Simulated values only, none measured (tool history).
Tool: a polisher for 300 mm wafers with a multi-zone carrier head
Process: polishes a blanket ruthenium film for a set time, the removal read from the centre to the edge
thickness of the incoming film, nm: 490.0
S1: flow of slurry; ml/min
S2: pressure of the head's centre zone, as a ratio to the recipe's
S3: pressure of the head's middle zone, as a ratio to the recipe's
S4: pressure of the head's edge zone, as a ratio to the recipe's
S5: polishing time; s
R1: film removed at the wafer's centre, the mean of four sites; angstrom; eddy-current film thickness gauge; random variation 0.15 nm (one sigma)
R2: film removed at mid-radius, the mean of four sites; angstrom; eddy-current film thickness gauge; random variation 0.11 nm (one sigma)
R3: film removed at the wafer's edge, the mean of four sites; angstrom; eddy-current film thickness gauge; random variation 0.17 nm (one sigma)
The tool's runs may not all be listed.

run    day   S1    S2    S3    S4  S5      R1      R2      R3
  1      0  240     1     1     1  39  215.39  219.87  225.66
  2  0.183  240  0.97     1     1  39  209.35  223.79  225.23
  3  0.329  245  0.97  1.01  0.96  35  189.99   202.7  200.81
  4  0.529  215  0.97  1.01  0.96  35  184.13   201.2  197.72
  5  0.662  215  0.98  1.02  0.93  32  170.14  183.39  176.62
  6  1.021  215  0.98  1.02  0.93  40  213.96  231.92  220.21
  7  1.112  205  0.98  1.03   0.9  36  192.54  206.27   197.9

The next listed run, before its measurement:
  8  1.142  275  0.99  1.13  0.82  25   ?   ?   ?

R1: 141.01 angstrom
R2: 160.27 angstrom
R3: 132.26 angstrom
